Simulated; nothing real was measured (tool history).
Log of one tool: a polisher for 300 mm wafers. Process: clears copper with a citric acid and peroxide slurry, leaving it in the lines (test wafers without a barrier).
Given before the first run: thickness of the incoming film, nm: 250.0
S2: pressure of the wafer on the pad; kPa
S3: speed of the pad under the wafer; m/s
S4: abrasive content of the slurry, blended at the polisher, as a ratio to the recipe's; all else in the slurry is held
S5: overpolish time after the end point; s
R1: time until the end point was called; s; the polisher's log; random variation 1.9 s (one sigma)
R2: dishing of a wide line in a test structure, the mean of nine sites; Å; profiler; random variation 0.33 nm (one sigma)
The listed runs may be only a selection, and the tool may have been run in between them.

run 1 hour=0 | flow_of_slurry_(ml/min)=145 S2=15.2 S3=0.98 S4=1 S5=15 | R1=152.58 R2=158.16
run 2 hour=5.3 | flow_of_slurry_(ml/min)=145 S2=17.2 S3=1 S4=1 S5=14 | R1=130.78 R2=166.32
run 3 hour=14.1 | flow_of_slurry_(ml/min)=145 S2=18.6 S3=1 S4=1 S5=13 | R1=119.71 R2=170.34
run 4 hour=22.9 | flow_of_slurry_(ml/min)=145 S2=18.6 S3=1.24 S4=1 S5=13 | R1=96.821 R2=199.51
run 5 hour=29.7 | flow_of_slurry_(ml/min)=145 S2=18.6 S3=1.24 S4=1 S5=8 | R1=99.938 R2=131.25
run 6 hour=38.5 | flow_of_slurry_(ml/min)=145 S2=22.1 S3=1.24 S4=1 S5=8 | R1=84.222 R2=154.3
run 7 hour=42.5 | flow_of_slurry_(ml/min)=140 S2=20 S3=1.2 S4=1 S5=14 | R1=94.605 R2=215.22

What will run 8 give?
run 8 hour=46.7 | flow_of_slurry_(ml/min)=140 S2=20 S3=1.2 S4=1 S5=14 | R1=? R2=?

For run 8 the tool returned R1 99.562 s, R2 226.5 Å.

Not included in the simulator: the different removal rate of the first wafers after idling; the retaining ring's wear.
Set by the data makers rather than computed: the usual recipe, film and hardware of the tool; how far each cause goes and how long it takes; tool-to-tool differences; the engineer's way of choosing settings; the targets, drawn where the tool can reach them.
